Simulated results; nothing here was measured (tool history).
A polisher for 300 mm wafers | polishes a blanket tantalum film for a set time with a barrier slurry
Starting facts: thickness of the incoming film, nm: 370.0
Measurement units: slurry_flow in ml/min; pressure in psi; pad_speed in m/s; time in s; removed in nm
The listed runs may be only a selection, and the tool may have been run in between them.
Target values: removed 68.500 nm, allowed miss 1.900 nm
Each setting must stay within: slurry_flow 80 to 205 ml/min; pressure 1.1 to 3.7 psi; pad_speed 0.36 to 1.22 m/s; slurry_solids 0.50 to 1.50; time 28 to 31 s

| run | hour | slurry_flow | pressure | pad_speed | slurry_solids | time | removed |
|---|---|---|---|---|---|---|---|
| 1 | 0.0 | 135 | 2.4 | 0.78 | 1.00 | 31 | 45.791 |
| 2 | 1.5 | 140 | 2.5 | 0.78 | 1.00 | 31 | 46.726 |
| 3 | 8.6 | 160 | 2.5 | 0.78 | 1.00 | 31 | 49.709 |
| 4 | 16.6 | 165 | 2.6 | 0.78 | 1.00 | 31 | 50.562 |
| 5 | 18.9 | 165 | 2.6 | 0.78 | 1.00 | 31 | 50.338 |
| 6 | 20.5 | 165 | 2.6 | 0.78 | 1.00 | 28 | 44.983 |
| 7 | 21.6 | 165 | 2.6 | 0.78 | 1.00 | 28 | 45.928 |
| 8 | 25.9 | 165 | 2.8 | 0.78 | 1.00 | 28 | 48.631 |
| 9 | 27.7 | 185 | 3.4 | 0.80 | 1.00 | 28 | 59.503 |
| 10 | 33.3 | 185 | 3.6 | 0.82 | 1.00 | 28 | 64.012 |
| 11 | 37.5 | 185 | 3.7 | 0.84 | 1.00 | 28 | 66.152 |

5 candidate next runs follow, results not yet known. Just one meets every target within its allowed miss. Identify it.
| A | 41.7 | 165 | 3.2 | 0.86 | 1.10 | 30 | ? |
| B | 41.7 | 205 | 3.5 | 0.98 | 0.85 | 29 | ? |
| C | 41.7 | 205 | 3.6 | 0.80 | 1.05 | 30 | ? |
| D | 41.7 | 185 | 3.7 | 0.74 | 1.00 | 30 | ? |
| E | 41.7 | 190 | 3.6 | 0.80 | 1.05 | 29 | ? |

| move | removed |
|---|---|
| A | 64.121 |
| B | 72.384 |
| C | 67.110 |
| D | 61.850 |
| E | 64.187 |
A: misses by more than the last run did
B: carries the result that was furthest off beyond its target, to the other side
C: each result inside its tolerance
D: misses by more than the last run did
E: misses by more than the last run did
Answer: C
